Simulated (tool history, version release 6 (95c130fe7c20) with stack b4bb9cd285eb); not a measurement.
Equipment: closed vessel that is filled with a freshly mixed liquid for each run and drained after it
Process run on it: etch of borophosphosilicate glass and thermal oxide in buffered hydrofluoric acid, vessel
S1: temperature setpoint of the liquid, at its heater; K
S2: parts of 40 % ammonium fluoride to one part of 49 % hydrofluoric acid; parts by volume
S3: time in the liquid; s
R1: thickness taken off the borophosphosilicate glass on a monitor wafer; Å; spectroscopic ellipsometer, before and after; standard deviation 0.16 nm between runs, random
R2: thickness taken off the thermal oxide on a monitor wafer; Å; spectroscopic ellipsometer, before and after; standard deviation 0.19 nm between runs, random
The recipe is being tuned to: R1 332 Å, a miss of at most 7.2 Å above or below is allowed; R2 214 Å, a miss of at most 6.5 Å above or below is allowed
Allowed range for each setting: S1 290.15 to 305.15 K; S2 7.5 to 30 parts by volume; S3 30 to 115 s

run,day,S1,S2,S3,R1,R2
1,0,298.15,21,60,457.15,292.43
2,0.242,296.65,21,60,418.72,266.09
3,0.446,295.65,21,60,399.59,255.86
4,0.633,294.65,21,60,377.13,243.37
5,0.708,294.15,21,60,364.48,233.65
6,1.042,294.15,21,75,454.55,292.96
7,1.233,293.15,21.5,75,429.11,274.34
8,1.312,292.15,22,75,393.85,256.05
9,1.446,292.15,22,75,396.77,251.75
10,1.583,291.65,22.5,75,374.02,244.1
11,1.879,291.15,22.5,75,369.77,233.72
12,2.004,291.15,23,75,361.82,235.35
13,2.346,290.65,23.5,75,346.01,222.87

Next run, 4 choices. One meets every target within its allowed miss, the rest don't. Which?
A,2.688,297.15,24.5,55,?,?
B,2.688,290.65,22.5,75,?,?
C,2.688,291.65,30,80,?,?
D,2.688,291.65,27.5,80,?,?

move,R1,R2
A,356.35,230.05
B,358.41,230.38
C,331.25,213.24
D,351.94,226.51
A: further off than the last run
B: further off than the last run
C: every result within its allowed miss
D: further off than the last run
Move C is the one to make.

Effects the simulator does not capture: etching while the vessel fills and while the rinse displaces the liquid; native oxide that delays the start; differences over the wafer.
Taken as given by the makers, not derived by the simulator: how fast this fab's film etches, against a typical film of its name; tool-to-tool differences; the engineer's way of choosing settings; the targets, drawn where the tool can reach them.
